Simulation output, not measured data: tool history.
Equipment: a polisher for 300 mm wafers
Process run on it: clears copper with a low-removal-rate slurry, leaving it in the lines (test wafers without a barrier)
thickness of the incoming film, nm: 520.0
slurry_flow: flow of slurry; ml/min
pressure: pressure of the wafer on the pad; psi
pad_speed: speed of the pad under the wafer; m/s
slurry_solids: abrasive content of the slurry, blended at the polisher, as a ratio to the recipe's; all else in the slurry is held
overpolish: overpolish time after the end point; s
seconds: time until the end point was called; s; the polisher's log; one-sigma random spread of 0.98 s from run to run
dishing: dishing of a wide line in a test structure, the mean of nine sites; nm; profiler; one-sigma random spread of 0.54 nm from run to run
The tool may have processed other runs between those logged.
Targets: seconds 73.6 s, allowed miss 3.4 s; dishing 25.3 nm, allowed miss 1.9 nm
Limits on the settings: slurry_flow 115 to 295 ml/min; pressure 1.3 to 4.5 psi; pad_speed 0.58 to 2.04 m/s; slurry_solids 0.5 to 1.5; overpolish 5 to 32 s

| run | hour | slurry_flow | pressure | pad_speed | slurry_solids | overpolish | seconds | dishing |
|---|---|---|---|---|---|---|---|---|
| 1 | 0 | 190 | 2.9 | 1.3 | 1 | 16 | 156.87 | 30.276 |
| 2 | 0.9 | 190 | 3.1 | 1.36 | 1 | 14 | 140.47 | 29.416 |
| 3 | 3.8 | 185 | 3.3 | 1.4 | 1 | 12 | 125.4 | 27.447 |
| 4 | 12.6 | 185 | 3.7 | 1.4 | 1 | 12 | 115.83 | 30.339 |
|  | 19.2 | slurry blender recalibrated |
| 5 | 19.2 | 185 | 3.7 | 1.64 | 1 | 12 | 91.934 | 37.217 |
| 6 | 25.4 | 185 | 3.7 | 1.64 | 1 | 8 | 94.568 | 26.306 |
| 7 | 28.4 | 180 | 3.8 | 1.66 | 1 | 7 | 92.111 | 23.676 |
| 8 | 34.2 | 180 | 3.9 | 1.66 | 1 | 7 | 86.785 | 24.049 |
| 9 | 36.5 | 185 | 4 | 1.66 | 1 | 7 | 88.649 | 24.979 |
| 10 | 37.9 | 185 | 4 | 1.66 | 1 | 7 | 87.64 | 24.389 |

Of the 4 settings listed for the next run, only one would bring every result within its allowed miss of target. Which one?
| A | 39.3 | 265 | 3.7 | 1.8 | 0.95 | 9 | ? | ? |
| B | 39.3 | 205 | 4 | 1.76 | 0.85 | 9 | ? | ? |
| C | 39.3 | 220 | 4.3 | 1.88 | 1.2 | 7 | ? | ? |
| D | 39.3 | 220 | 3.8 | 2 | 1 | 6 | ? | ? |

| move | seconds | dishing |
|---|---|---|
| A | 85.204 | 32.008 |
| B | 86.49 | 31.726 |
| C | 67.207 | 31.849 |
| D | 75.234 | 25.261 |
A: an improvement on the last run, though not all results are within tolerance
B: an improvement on the last run, though not all results are within tolerance
C: carries the result that was furthest off beyond its target, to the other side
D: in spec on every target
The move that meets every target is D.

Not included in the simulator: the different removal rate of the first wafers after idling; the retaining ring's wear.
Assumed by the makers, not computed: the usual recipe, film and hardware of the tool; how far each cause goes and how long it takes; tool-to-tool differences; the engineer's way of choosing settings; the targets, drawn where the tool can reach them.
